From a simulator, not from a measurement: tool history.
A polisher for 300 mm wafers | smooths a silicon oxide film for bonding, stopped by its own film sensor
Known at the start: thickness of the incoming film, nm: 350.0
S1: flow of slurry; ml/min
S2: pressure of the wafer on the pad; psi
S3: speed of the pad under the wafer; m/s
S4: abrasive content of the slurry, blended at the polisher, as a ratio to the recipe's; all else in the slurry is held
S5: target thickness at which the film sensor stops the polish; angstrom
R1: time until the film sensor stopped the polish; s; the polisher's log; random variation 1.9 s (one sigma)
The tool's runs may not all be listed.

| run | hour | S1 | S2 | S3 | S4 | S5 | R1 |
|---|---|---|---|---|---|---|---|
| 1 | 0.0 | 160 | 1.5 | 0.70 | 1.0 | 2770 | 214.94 |
| 2 | 4.5 | 160 | 1.7 | 0.70 | 1.0 | 2770 | 194.76 |
| 3 | 5.6 | 160 | 1.8 | 0.72 | 1.0 | 2770 | 182.80 |
| 4 | 8.2 | 160 | 1.8 | 0.72 | 1.0 | 2740 | 184.19 |
| 5 | 13.0 | 160 | 1.8 | 0.88 | 1.0 | 2740 | 164.77 |
| 6 | 16.8 | 185 | 1.8 | 0.88 | 1.0 | 2740 | 153.95 |
| 7 | 20.6 | 195 | 1.8 | 0.88 | 1.0 | 2740 | 154.95 |
| 8 | 22.7 | 195 | 1.9 | 0.88 | 1.0 | 2740 | 151.12 |
| 9 | 26.8 | 195 | 2.0 | 0.88 | 1.0 | 2740 | 142.92 |

Run 10 comes next. What will it give?
| 10 | 32.6 | 195 | 2.1 | 0.88 | 1.0 | 2740 | ? |

Run 10 gave R1 137.96 s.

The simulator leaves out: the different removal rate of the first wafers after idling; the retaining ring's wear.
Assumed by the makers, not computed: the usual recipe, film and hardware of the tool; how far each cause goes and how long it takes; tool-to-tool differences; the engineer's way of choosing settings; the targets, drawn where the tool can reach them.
